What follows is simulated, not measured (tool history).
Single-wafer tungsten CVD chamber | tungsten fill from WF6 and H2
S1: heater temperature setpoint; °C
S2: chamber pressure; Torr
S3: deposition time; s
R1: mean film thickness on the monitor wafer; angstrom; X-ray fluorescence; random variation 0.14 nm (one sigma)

{"run": 1, "day": 0.0, "S1": 380, "S2": 39.7, "S3": 42.2, "R1": 922.79}
{"run": 2, "day": 0.192, "S1": 380, "S2": 34.2, "S3": 42.2, "R1": 854.8}
{"run": 3, "day": 0.379, "S1": 374, "S2": 34.1, "S3": 42.2, "R1": 759.56}
{"run": 4, "day": 0.621, "S1": 374, "S2": 30.2, "S3": 42.2, "R1": 717.52}
{"run": 5, "day": 0.746, "S1": 374, "S2": 30.2, "S3": 43.4, "R1": 736.05}
{"run": 6, "day": 0.862, "S1": 374, "S2": 35.6, "S3": 43.4, "R1": 803.84}
{"run": 7, "day": 0.892, "S1": 369, "S2": 35.2, "S3": 43.4, "R1": 729.31}
{"run": 8, "day": 1.258, "S1": 366, "S2": 34.7, "S3": 43.4, "R1": 683.85}
{"run": 9, "day": 1.529, "S1": 363, "S2": 34.3, "S3": 43.4, "R1": 642.43}

Run 10 comes next. What will it give?
{"run": 10, "day": 1.658, "S1": 361, "S2": 34.1, "S3": 43.4, "R1": "?"}

Run 10 gave R1 614.97 angstrom.

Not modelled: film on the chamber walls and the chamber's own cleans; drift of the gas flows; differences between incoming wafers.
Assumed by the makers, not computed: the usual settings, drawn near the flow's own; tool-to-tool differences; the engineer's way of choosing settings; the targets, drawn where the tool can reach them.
